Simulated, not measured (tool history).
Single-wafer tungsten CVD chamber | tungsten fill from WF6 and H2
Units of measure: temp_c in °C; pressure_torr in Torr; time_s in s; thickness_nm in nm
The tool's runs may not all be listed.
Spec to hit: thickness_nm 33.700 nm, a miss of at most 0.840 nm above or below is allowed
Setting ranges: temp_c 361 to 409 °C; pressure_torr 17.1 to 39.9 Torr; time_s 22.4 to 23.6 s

{"run": 1, "hour": 0.0, "temp_c": 385, "pressure_torr": 28.5, "time_s": 23.6, "thickness_nm": 48.44}
{"run": 2, "hour": 7.1, "temp_c": 374, "pressure_torr": 28.5, "time_s": 23.6, "thickness_nm": 37.537}
{"run": 3, "hour": 13.1, "temp_c": 372, "pressure_torr": 28.5, "time_s": 23.6, "thickness_nm": 35.704}
{"run": 4, "hour": 13.9, "temp_c": 371, "pressure_torr": 28.5, "time_s": 23.6, "thickness_nm": 34.738}
{"run": 5, "hour": 14.6, "temp_c": 371, "pressure_torr": 24.8, "time_s": 23.6, "thickness_nm": 32.471}
{"run": 6, "hour": 15.3, "temp_c": 371, "pressure_torr": 24.8, "time_s": 22.4, "thickness_nm": 30.535}
{"run": 7, "hour": 17.4, "temp_c": 377, "pressure_torr": 25.0, "time_s": 22.4, "thickness_nm": 35.888}
{"run": 8, "hour": 25.1, "temp_c": 376, "pressure_torr": 25.0, "time_s": 22.4, "thickness_nm": 34.579}

4 next moves are on the table. One of them brings every result within its allowed miss. Which?
{"run": "A", "hour": 32.8, "temp_c": 374, "pressure_torr": 25.8, "time_s": 23.6, "thickness_nm": "?"}
{"run": "B", "hour": 32.8, "temp_c": 377, "pressure_torr": 24.5, "time_s": 22.8, "thickness_nm": "?"}
{"run": "C", "hour": 32.8, "temp_c": 374, "pressure_torr": 25.4, "time_s": 22.4, "thickness_nm": "?"}
{"run": "D", "hour": 32.8, "temp_c": 376, "pressure_torr": 26.4, "time_s": 22.4, "thickness_nm": "?"}

move=A thickness_nm=35.594
move=B thickness_nm=35.949
move=C thickness_nm=33.508
move=D thickness_nm=35.835
A: the biggest miss grows against the last run
B: the biggest miss grows against the last run
C: hits every target within its allowed miss
D: the biggest miss grows against the last run
C meets every target.

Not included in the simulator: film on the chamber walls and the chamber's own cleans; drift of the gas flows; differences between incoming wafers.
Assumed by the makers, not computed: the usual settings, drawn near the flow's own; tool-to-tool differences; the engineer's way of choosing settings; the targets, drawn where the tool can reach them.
